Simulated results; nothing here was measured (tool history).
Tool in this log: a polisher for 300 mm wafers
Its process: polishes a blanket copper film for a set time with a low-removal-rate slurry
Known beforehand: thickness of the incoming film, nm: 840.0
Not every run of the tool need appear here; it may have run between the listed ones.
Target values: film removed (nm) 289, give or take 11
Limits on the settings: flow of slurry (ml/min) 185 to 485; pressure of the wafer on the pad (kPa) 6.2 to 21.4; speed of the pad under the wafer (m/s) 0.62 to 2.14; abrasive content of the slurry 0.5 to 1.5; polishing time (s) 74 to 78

run	hour	flow of slurry (ml/min)	pressure of the wafer on the pad (kPa)	speed of the pad under the wafer (m/s)	abrasive content of the slurry	polishing time (s)	film removed (nm)
1	0	310	13.8	1.38	1	74	223.47
2	3.3	310	14.5	1.38	1	74	229.84
3	10.3	310	14.5	1.08	1	74	183.24
4	13.6	310	14.5	0.76	1	74	129.51
5	22.5	310	15.9	0.82	1	74	158.13
6	24.4	310	17.2	0.86	1	74	176.73
7	25.1	310	17.9	0.9	1	74	187.96
8	29.4	310	18.6	0.96	1	74	208.46
9	32	310	19.3	1	1	74	227.39
10	35.9	310	19.3	1	1	74	224.23
11	42	310	20	1.04	1	74	243.6
12	45.5	310	20	1.06	1	74	252.28
13	48.1	310	20	1.08	1	74	249.6
14	53.7	310	20	1.1	1	74	256
15	60.5	310	20.7	1.12	1	74	269.69

Below are 5 possible settings for the next run. Only one of them brings all results inside the allowed miss of their targets. Which is it?
A	67.3	340	21.4	1.2	0.9	77	?
B	67.3	275	21.4	1.16	1.1	74	?
C	67.3	245	20.7	1.12	1.05	74	?
D	67.3	250	21.4	1.28	0.95	78	?
E	67.3	250	20	1.34	1.1	77	?

move	film removed (nm)
A	308.69
B	293.67
C	268.45
D	326.13
E	325.43
A: the result that was furthest off in the last run now lies on the other side of its target
B: meets every target
C: misses by more than the last run did
D: the result that was furthest off in the last run now lies on the other side of its target
E: the result that was furthest off in the last run now lies on the other side of its target
The right move is B.

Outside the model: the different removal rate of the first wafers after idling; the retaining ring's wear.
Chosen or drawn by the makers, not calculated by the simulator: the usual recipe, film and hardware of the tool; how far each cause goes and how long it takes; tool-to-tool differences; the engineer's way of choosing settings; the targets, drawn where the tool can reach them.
